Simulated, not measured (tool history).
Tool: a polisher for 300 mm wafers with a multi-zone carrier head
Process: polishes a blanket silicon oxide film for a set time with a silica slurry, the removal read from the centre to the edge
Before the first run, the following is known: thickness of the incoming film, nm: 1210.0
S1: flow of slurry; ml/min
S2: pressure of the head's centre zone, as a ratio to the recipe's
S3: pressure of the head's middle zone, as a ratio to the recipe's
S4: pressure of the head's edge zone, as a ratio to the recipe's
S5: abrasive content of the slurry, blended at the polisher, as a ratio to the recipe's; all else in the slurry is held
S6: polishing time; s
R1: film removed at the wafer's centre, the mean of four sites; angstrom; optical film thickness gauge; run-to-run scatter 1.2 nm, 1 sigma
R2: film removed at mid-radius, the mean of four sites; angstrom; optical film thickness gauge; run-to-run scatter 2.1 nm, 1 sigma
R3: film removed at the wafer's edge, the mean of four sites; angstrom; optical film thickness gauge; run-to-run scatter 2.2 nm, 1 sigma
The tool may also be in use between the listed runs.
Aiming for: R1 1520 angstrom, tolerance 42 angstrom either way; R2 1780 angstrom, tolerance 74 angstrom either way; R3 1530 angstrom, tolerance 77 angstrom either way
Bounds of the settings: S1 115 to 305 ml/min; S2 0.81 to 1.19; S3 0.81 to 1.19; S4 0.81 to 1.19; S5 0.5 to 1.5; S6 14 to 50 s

run,hour,S1,S2,S3,S4,S5,S6,R1,R2,R3
1,0,195,1,1,1,1,32,1139.4,1164.8,1156.9
2,0.8,195,1,1,1.05,1,32,1160,1176.2,1172.8
3,6.8,195,1.06,1,1.05,1,32,1185.8,1152.3,1155.8
4,8.9,205,1.05,1.03,1.06,1.1,32,1241.8,1256.9,1203.7
5,14,210,1.04,1.04,1.07,1.15,32,1240.2,1311.8,1231.3
6,15.2,215,1.04,1.05,1.07,1.2,32,1269.8,1320.4,1278.1
7,20.9,220,1.04,1.08,1.07,1.25,32,1316.1,1372.7,1285.7
8,26.7,225,1.03,1.1,1.07,1.3,32,1336,1391.8,1314.3
9,35.1,225,1.03,1.12,1.09,1.3,33,1369.5,1487.5,1428.5
10,41.1,235,1.01,1.13,1.07,1.35,33,1382.5,1537,1401.5
11,43.6,240,1.01,1.14,1.07,1.4,33,1407.9,1534.8,1389.8
12,44.8,245,1,1.15,1.07,1.4,33,1404.6,1553.1,1420
13,53.4,240,0.99,1.16,1.06,1.4,34,1420.8,1595.2,1439
14,62.4,245,0.98,1.17,1.06,1.4,34,1403.6,1644.3,1479.7
15,69.6,250,0.98,1.17,1.05,1.4,34,1427.8,1632.3,1410.3
16,72.4,255,0.98,1.17,1.05,1.4,34,1407.5,1633.6,1475.6
17,77.5,255,0.98,1.17,1.05,1.4,34,1415.5,1620.9,1457.7
18,82.7,245,0.98,1.17,1.05,1.4,34,1417.1,1669.2,1434.7
19,87.2,240,0.99,1.18,1.06,1.45,34,1437.7,1681,1436.3

Pick the move, out of 5, that brings all results within their allowed miss; only one does.
A,91.7,270,1.03,1.1,1.1,1.45,34,?,?,?
B,91.7,240,1.01,1.12,1.17,1.35,39,?,?,?
C,91.7,250,1.05,1.19,1.03,1.5,36,?,?,?
D,91.7,245,0.98,1.19,1.06,1.45,36,?,?,?
E,91.7,210,1.07,1.18,1.04,1.45,37,?,?,?

move,R1,R2,R3
A,1500.1,1589.9,1481.4
B,1630,1778.3,1692.9
C,1617,1789.6,1525.4
D,1514.3,1765,1526.3
E,1629.1,1770.6,1533.7
A: the worst result of the last run now meets its target, but another is out of spec
B: takes the result that was furthest off past its target
C: takes the result that was furthest off past its target
D: every result lands within tolerance
E: takes the result that was furthest off past its target
D meets every target.
